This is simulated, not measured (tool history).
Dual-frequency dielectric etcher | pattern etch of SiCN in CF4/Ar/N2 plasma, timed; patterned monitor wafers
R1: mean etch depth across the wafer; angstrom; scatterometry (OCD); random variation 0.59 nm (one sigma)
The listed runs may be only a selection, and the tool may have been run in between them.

Run 1, hour 0.0: source power (W) 560, bias power (W) 56, Ar flow (sccm) 128, CF4 flow (sccm) 50, etch time (s) 91. Result: R1 935.63 angstrom.
Run 2, hour 2.1: source power (W) 560, bias power (W) 56, Ar flow (sccm) 128, CF4 flow (sccm) 50, etch time (s) 83. Result: R1 861.39 angstrom.
Run 3, hour 5.9: source power (W) 560, bias power (W) 65, Ar flow (sccm) 128, CF4 flow (sccm) 50, etch time (s) 83. Result: R1 893.23 angstrom.
Run 4, hour 13.4: source power (W) 560, bias power (W) 65, Ar flow (sccm) 105, CF4 flow (sccm) 50, etch time (s) 83. Result: R1 911.86 angstrom.
Run 5, hour 19.2: source power (W) 560, bias power (W) 65, Ar flow (sccm) 105, CF4 flow (sccm) 50, etch time (s) 91. Result: R1 1008.90 angstrom.
Run 6, hour 26.8: source power (W) 560, bias power (W) 65, Ar flow (sccm) 105, CF4 flow (sccm) 59, etch time (s) 91. Result: R1 1040.90 angstrom.
At hour 35.2: source power generator calibrated.
Run 7, hour 35.2: source power (W) 560, bias power (W) 65, Ar flow (sccm) 105, CF4 flow (sccm) 59, etch time (s) 91. Result: R1 997.69 angstrom.
Run 8, hour 42.8: source power (W) 590, bias power (W) 65, Ar flow (sccm) 105, CF4 flow (sccm) 59, etch time (s) 91. Result: R1 1054.70 angstrom.
Run 9, hour 49.3: source power (W) 610, bias power (W) 65, Ar flow (sccm) 105, CF4 flow (sccm) 59, etch time (s) 91. Result: R1 1088.30 angstrom.

What will run 10 give?
Run 10, hour 57.8: source power (W) 620, bias power (W) 65, Ar flow (sccm) 105, CF4 flow (sccm) 59, etch time (s) 91. Result: R1 ?.

{"run 10": {"R1": 1090.1}}
